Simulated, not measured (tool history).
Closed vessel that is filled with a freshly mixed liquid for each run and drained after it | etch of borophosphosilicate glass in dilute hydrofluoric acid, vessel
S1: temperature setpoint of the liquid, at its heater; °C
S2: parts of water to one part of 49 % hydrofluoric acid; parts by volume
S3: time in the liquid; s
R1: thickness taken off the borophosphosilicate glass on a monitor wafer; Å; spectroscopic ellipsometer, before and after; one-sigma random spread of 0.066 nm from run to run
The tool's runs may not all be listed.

run    day    S1   S2  S3      R1
  1  0.000  22.0  160  85  305.89
  2  0.242  22.0  160  85  306.25
  3  0.504  21.0  170  85  272.27
  4  0.533  20.0  180  85  247.58
  5  0.800  19.5  190  85  227.18
  6  0.833  21.0  190  85  239.35
  7  0.888  20.0  195  85  224.53
  8  1.062  19.5  200  85  213.88
     1.204  -- thermometer replaced
  9  1.204  19.0  205  85  193.04
 10  1.446  18.5  205  85  188.39

For run 11, what comes out?
 11  1.633  18.0  205  85   ?

Run 11 came out at R1 184.10 Å.
